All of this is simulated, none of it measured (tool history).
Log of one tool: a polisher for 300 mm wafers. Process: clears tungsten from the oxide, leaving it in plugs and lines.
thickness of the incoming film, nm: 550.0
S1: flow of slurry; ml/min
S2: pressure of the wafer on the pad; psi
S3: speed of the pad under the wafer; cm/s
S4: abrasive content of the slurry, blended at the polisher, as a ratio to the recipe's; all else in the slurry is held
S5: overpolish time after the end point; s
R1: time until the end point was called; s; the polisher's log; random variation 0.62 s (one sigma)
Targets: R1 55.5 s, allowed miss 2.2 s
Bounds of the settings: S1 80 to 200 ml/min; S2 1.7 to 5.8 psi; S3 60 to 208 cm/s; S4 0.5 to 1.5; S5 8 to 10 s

run,hour,S1,S2,S3,S4,S5,R1
1,0,130,3.7,134,1,10,73.113
2,6.1,130,3.1,134,1,10,86.292
3,13.5,130,3.1,168,1,10,73.361
4,14.3,130,3.1,188,1,10,67.678
5,18.3,130,3.2,188,1,10,65.632
6,19,130,3.2,208,1,10,60.453
7,25.3,130,3.2,208,1,10,60.42
8,32.3,140,3.3,208,1,10,57.883

Which of these 5 next moves meets every target?
A,39.3,130,3.8,186,1,10,?
B,39.3,140,3.1,202,1.05,10,?
C,39.3,115,3.2,196,1.25,8,?
D,39.3,120,4,202,1.1,8,?
E,39.3,165,3.9,208,0.75,9,?

move,R1
A,55.083
B,61.121
C,60.287
D,48.634
E,50.981
A: meets every target
B: further off than the last run
C: further off than the last run
D: takes the result that was furthest off past its target
E: takes the result that was furthest off past its target
The right move is A.
